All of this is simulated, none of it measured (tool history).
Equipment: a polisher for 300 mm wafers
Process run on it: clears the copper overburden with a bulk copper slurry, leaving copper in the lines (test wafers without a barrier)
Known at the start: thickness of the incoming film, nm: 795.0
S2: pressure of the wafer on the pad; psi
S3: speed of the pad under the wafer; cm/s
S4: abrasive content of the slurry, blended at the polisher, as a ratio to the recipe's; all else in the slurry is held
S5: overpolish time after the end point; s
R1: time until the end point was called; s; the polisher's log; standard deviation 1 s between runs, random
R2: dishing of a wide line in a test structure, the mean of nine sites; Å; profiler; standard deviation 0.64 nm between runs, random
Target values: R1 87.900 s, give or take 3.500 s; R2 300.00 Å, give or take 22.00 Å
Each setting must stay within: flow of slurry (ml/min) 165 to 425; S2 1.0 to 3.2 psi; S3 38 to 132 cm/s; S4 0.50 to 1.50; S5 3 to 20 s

run 1 hour=0.0 | flow_of_slurry_(ml/min)=275 S2=2.1 S3=84 S4=1.00 S5=10 | R1=136.780 R2=307.80
run 2 hour=4.1 | flow_of_slurry_(ml/min)=275 S2=2.5 S3=84 S4=1.00 S5=10 | R1=113.450 R2=338.70
run 3 hour=12.1 | flow_of_slurry_(ml/min)=275 S2=2.5 S3=84 S4=1.20 S5=10 | R1=113.400 R2=360.46
run 4 hour=15.1 | flow_of_slurry_(ml/min)=275 S2=2.6 S3=84 S4=1.20 S5=9 | R1=110.320 R2=336.23
run 5 hour=23.1 | flow_of_slurry_(ml/min)=275 S2=2.6 S3=62 S4=1.20 S5=9 | R1=142.310 R2=278.20
run 6 hour=29.2 | flow_of_slurry_(ml/min)=275 S2=2.6 S3=78 S4=1.20 S5=9 | R1=115.990 R2=318.57
run 7 hour=32.9 | flow_of_slurry_(ml/min)=275 S2=3.2 S3=80 S4=1.20 S5=4 | R1=91.873 R2=214.48
-- hour=41.7 head pressure recalibrated
run 8 hour=41.7 | flow_of_slurry_(ml/min)=275 S2=3.2 S3=80 S4=1.20 S5=5 | R1=81.737 R2=266.89

Of the 5 settings listed for the next run, only one would bring every result within its allowed miss of target. Which one?
run A hour=50.5 | flow_of_slurry_(ml/min)=320 S2=3.1 S3=78 S4=1.15 S5=6 | R1=? R2=?
run B hour=50.5 | flow_of_slurry_(ml/min)=215 S2=3.2 S3=94 S4=0.95 S5=5 | R1=? R2=?
run C hour=50.5 | flow_of_slurry_(ml/min)=320 S2=3.2 S3=76 S4=0.80 S5=5 | R1=? R2=?
run D hour=50.5 | flow_of_slurry_(ml/min)=275 S2=3.2 S3=86 S4=1.10 S5=4 | R1=? R2=?
run E hour=50.5 | flow_of_slurry_(ml/min)=275 S2=3.2 S3=82 S4=1.20 S5=6 | R1=? R2=?

move=A R1=86.842 R2=308.71
move=B R1=76.272 R2=297.44
move=C R1=90.210 R2=261.58
move=D R1=78.707 R2=244.22
move=E R1=81.207 R2=324.71
A: in spec on every target
B: its largest miss is bigger than the last run's
C: brings the result that was furthest off to its target, and leaves another outside
D: its largest miss is bigger than the last run's
E: its largest miss is bigger than the last run's
A is the move that brings every result within its allowed miss.
